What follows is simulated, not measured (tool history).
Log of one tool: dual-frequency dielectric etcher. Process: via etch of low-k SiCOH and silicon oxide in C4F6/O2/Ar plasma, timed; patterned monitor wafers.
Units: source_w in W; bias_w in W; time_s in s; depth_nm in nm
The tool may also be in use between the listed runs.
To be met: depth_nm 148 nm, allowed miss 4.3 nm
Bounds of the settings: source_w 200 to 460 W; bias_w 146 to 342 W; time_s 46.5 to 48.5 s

run 1 day=0 | source_w=330 bias_w=244 time_s=46.5 | depth_nm=122.84
run 2 day=0.192 | source_w=350 bias_w=252 time_s=46.5 | depth_nm=127.11
run 3 day=0.454 | source_w=350 bias_w=273 time_s=46.5 | depth_nm=132.23
run 4 day=0.612 | source_w=360 bias_w=277 time_s=46.5 | depth_nm=134.44
run 5 day=0.883 | source_w=370 bias_w=280 time_s=46.5 | depth_nm=136.54
run 6 day=0.975 | source_w=380 bias_w=283 time_s=46.5 | depth_nm=138.61
run 7 day=1.312 | source_w=390 bias_w=285 time_s=46.5 | depth_nm=140.09
run 8 day=1.658 | source_w=400 bias_w=287 time_s=46.5 | depth_nm=140.81
run 9 day=1.692 | source_w=400 bias_w=290 time_s=46.5 | depth_nm=141.98
run 10 day=2.058 | source_w=400 bias_w=292 time_s=46.5 | depth_nm=142.52
run 11 day=2.388 | source_w=400 bias_w=294 time_s=46.5 | depth_nm=143.35
run 12 day=2.7 | source_w=400 bias_w=295 time_s=46.5 | depth_nm=142.87

Which of these 4 next moves meets every target?
run A day=3.012 | source_w=380 bias_w=270 time_s=47 | depth_nm=?
run B day=3.012 | source_w=390 bias_w=278 time_s=47.5 | depth_nm=?
run C day=3.012 | source_w=360 bias_w=292 time_s=47 | depth_nm=?
run D day=3.012 | source_w=380 bias_w=293 time_s=48.5 | depth_nm=?

move=A depth_nm=136.57
move=B depth_nm=141.15
move=C depth_nm=139.14
move=D depth_nm=146.42
A: further off than the last run
B: further off than the last run
C: further off than the last run
D: meets every target
Answer: D

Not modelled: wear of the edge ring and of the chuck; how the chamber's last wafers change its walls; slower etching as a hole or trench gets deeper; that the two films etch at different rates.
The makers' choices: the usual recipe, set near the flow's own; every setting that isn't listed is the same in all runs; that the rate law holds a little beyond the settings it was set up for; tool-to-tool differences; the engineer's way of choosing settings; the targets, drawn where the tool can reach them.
